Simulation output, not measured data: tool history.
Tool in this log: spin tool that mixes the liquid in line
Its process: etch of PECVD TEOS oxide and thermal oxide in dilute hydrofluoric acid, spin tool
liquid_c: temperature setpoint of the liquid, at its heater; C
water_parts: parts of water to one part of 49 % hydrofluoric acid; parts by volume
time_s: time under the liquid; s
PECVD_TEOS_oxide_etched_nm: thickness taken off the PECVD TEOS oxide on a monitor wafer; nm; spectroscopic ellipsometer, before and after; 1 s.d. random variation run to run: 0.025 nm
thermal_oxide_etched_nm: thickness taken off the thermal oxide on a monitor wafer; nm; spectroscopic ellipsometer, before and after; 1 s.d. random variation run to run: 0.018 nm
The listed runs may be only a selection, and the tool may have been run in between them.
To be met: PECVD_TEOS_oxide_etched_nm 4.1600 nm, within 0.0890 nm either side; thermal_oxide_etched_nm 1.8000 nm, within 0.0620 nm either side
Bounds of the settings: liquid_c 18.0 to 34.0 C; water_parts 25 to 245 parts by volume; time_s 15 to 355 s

run  hour  liquid_c  water_parts  time_s  PECVD_TEOS_oxide_etched_nm  thermal_oxide_etched_nm
  1   0.0      26.0          135     180                     13.0600                   5.6720
  2   8.3      24.0          160     180                      9.9428                   4.3200
  3  12.6      24.0          115     180                     14.7670                   6.2968
  4  13.4      22.5          150     180                     10.0650                   4.4438
  5  17.0      22.5          170     180                      8.7217                   3.8348
  6  18.5      21.5          190     180                      7.4587                   3.1590
  7  20.3      21.0          205     175                      6.4645                   2.7675
  8  23.1      18.0          245     165                      4.3477                   1.8426
  9  24.4      18.0          245     165                      4.3590                   1.8822

Exercise: of the 4 proposed moves below, exactly one satisfies all targets within the stated allowed misses. Which move is it?
  A  25.7      24.0          225     120                           ?                        ?
  B  25.7      18.0          230     145                           ?                        ?
  C  25.7      18.0          245     170                           ?                        ?
  D  25.7      18.5          245     165                           ?                        ?

move  PECVD_TEOS_oxide_etched_nm  thermal_oxide_etched_nm
   A                      4.3815                   1.8723
   B                      4.1218                   1.7613
   C                      4.4719                   1.9109
   D                      4.4236                   1.8903
A: moves away from the targets compared with the last run
B: all results in spec
C: moves away from the targets compared with the last run
D: moves away from the targets compared with the last run
Answer: B
